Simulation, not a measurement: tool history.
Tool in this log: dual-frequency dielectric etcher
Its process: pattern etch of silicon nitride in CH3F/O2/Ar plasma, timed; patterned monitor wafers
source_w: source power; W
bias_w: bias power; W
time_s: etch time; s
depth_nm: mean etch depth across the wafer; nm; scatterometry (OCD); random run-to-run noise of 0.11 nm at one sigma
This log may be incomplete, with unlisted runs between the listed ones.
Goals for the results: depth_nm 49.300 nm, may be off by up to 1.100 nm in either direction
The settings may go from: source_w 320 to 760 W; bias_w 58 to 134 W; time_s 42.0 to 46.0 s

{"run": 1, "day": 0.0, "source_w": 540, "bias_w": 96, "time_s": 46.0, "depth_nm": 39.669}
{"run": 2, "day": 0.138, "source_w": 500, "bias_w": 96, "time_s": 46.0, "depth_nm": 38.835}
{"run": 3, "day": 0.433, "source_w": 550, "bias_w": 102, "time_s": 46.0, "depth_nm": 41.293}
{"run": 4, "day": 0.662, "source_w": 590, "bias_w": 105, "time_s": 46.0, "depth_nm": 42.947}
{"run": 5, "day": 0.85, "source_w": 590, "bias_w": 105, "time_s": 42.0, "depth_nm": 39.112}
{"run": 6, "day": 0.979, "source_w": 620, "bias_w": 111, "time_s": 43.0, "depth_nm": 41.971}
{"run": 7, "day": 1.312, "source_w": 640, "bias_w": 116, "time_s": 43.5, "depth_nm": 44.062}
{"run": 8, "day": 1.35, "source_w": 640, "bias_w": 116, "time_s": 43.5, "depth_nm": 43.925}
{"day": 1.683, "done": "bias power generator calibrated"}
{"run": 9, "day": 1.683, "source_w": 660, "bias_w": 119, "time_s": 43.5, "depth_nm": 46.18}
{"run": 10, "day": 1.871, "source_w": 680, "bias_w": 120, "time_s": 43.5, "depth_nm": 46.562}
{"run": 11, "day": 2.2, "source_w": 690, "bias_w": 120, "time_s": 43.5, "depth_nm": 46.859}
{"run": 12, "day": 2.283, "source_w": 700, "bias_w": 120, "time_s": 43.5, "depth_nm": 47.297}
{"run": 13, "day": 2.454, "source_w": 710, "bias_w": 120, "time_s": 43.5, "depth_nm": 47.529}
{"run": 14, "day": 2.762, "source_w": 720, "bias_w": 120, "time_s": 43.5, "depth_nm": 47.803}
{"run": 15, "day": 2.796, "source_w": 730, "bias_w": 120, "time_s": 43.5, "depth_nm": 47.739}
{"run": 16, "day": 3.104, "source_w": 730, "bias_w": 121, "time_s": 43.5, "depth_nm": 48.118}
{"run": 17, "day": 3.238, "source_w": 730, "bias_w": 121, "time_s": 43.5, "depth_nm": 47.997}

Which single option among these 5 for the next run brings every result within its allowed miss of target? Just one does.
{"run": "A", "day": 3.371, "source_w": 710, "bias_w": 106, "time_s": 46.0, "depth_nm": "?"}
{"run": "B", "day": 3.371, "source_w": 760, "bias_w": 107, "time_s": 45.0, "depth_nm": "?"}
{"run": "C", "day": 3.371, "source_w": 670, "bias_w": 116, "time_s": 44.5, "depth_nm": "?"}
{"run": "D", "day": 3.371, "source_w": 750, "bias_w": 132, "time_s": 42.0, "depth_nm": "?"}
{"run": "E", "day": 3.371, "source_w": 760, "bias_w": 111, "time_s": 44.5, "depth_nm": "?"}

move=A depth_nm=46.944
move=B depth_nm=47.176
move=C depth_nm=46.829
move=D depth_nm=49.042
move=E depth_nm=47.589
A: further off than the last run
B: further off than the last run
C: further off than the last run
D: every result lands within tolerance
E: further off than the last run
Go with D: it meets all targets.

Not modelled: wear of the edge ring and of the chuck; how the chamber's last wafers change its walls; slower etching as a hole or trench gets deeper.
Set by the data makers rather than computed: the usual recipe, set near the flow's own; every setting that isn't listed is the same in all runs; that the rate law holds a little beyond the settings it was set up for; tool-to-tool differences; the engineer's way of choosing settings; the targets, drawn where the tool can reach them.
